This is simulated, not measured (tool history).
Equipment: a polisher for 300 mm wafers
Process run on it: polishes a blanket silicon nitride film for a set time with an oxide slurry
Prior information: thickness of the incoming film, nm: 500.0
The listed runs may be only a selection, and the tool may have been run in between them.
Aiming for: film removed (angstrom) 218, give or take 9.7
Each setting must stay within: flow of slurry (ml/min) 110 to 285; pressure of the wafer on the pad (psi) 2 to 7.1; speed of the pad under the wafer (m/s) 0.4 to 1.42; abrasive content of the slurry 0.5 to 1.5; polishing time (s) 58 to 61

run	hour	flow of slurry (ml/min)	pressure of the wafer on the pad (psi)	speed of the pad under the wafer (m/s)	abrasive content of the slurry	polishing time (s)	film removed (angstrom)
1	0	180	4.5	0.9	1	58	419.31
2	8	180	4.5	0.9	1.1	58	439.95
3	16.8	180	5.1	0.9	1.1	58	493.29
4	20.7	180	4.4	0.84	1.1	58	411.6
5	24.9	180	3.8	0.8	1.1	58	351.66
6	30.4	180	3.4	0.76	1.1	58	299.4
7	33.7	180	3.1	0.76	1.1	58	283.36
8	42.4	175	2	0.72	1.1	58	180.21
9	45.8	185	2.1	0.72	1.1	58	189.19
10	52.9	225	2.6	0.72	1.1	58	235.65
11	61.3	220	2.5	0.72	1.1	58	226.68

Exercise: of the 5 proposed moves below, exactly one satisfies all targets within the stated allowed misses. Which move is it?
A	69.7	280	2.4	0.7	1.15	60	?
B	69.7	235	2.5	0.74	1.15	58	?
C	69.7	245	2.6	0.7	1.15	58	?
D	69.7	175	2.2	0.82	1.4	61	?
E	69.7	240	2.2	0.88	1	59	?

move	film removed (angstrom)
A	230.93
B	233.29
C	237.46
D	233.82
E	217.23
A: misses by more than the last run did
B: misses by more than the last run did
C: misses by more than the last run did
D: misses by more than the last run did
E: meets every target
Move E is the one to make.

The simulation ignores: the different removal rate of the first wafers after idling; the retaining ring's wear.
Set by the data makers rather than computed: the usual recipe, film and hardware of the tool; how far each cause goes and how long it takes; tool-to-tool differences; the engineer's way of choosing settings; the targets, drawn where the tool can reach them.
